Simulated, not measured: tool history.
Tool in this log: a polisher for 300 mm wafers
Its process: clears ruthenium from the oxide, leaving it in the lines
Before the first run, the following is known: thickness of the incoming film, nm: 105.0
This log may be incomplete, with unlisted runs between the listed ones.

| run | hour | flow of slurry (ml/min) | pressure of the wafer on the pad (psi) | speed of the pad under the wafer (m/s) | overpolish time after the end point (s) | time until the end point was called (s) |
|---|---|---|---|---|---|---|
| 1 | 0 | 305 | 1.9 | 1.28 | 33 | 82.766 |
| 2 | 3.2 | 305 | 2 | 1.28 | 33 | 77.736 |
| 3 | 10.6 | 305 | 2.1 | 1.28 | 33 | 75.044 |
| 4 | 16.4 | 305 | 2.1 | 1.1 | 33 | 84.801 |
| 5 | 20.7 | 305 | 2.1 | 0.9 | 33 | 106 |
| 6 | 29.3 | 305 | 2.3 | 0.92 | 33 | 93.371 |

Expected results for the next run?
| 7 | 37.7 | 310 | 2.9 | 1.02 | 33 | ? |

time until the end point was called (s): 69.063

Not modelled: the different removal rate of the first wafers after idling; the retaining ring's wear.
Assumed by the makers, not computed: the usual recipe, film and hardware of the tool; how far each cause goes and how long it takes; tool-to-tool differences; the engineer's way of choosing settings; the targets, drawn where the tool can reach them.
